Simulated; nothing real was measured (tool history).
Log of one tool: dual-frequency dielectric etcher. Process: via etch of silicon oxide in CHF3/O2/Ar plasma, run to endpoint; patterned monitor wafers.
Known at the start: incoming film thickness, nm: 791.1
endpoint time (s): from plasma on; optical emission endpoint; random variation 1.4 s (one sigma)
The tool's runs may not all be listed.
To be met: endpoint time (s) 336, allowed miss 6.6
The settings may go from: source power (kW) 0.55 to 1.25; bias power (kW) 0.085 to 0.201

run	hour	source power (kW)	bias power (kW)	endpoint time (s)
1	0	0.9	0.143	361.16
2	8.7	0.82	0.143	379.35
3	17	0.82	0.157	370.97
4	21.4	0.76	0.157	386.64
5	27.7	0.76	0.138	401.43
6	28.2	0.79	0.139	390.19
7	32.2	0.82	0.14	384.16
8	37.8	0.84	0.141	375.44
9	38.9	0.86	0.141	370.62
10	47.9	0.88	0.141	367.83
11	56.8	0.88	0.141	368.98
12	58.3	0.9	0.141	363.78

Which of these 4 next moves meets every target?
A	59.8	0.71	0.17	?
B	59.8	0.7	0.136	?
C	59.8	0.87	0.127	?
D	59.8	1.04	0.147	?

move	endpoint time (s)
A	391.67
B	417.02
C	381.21
D	339
A: further off than the last run
B: further off than the last run
C: further off than the last run
D: meets every target
The right move is D.
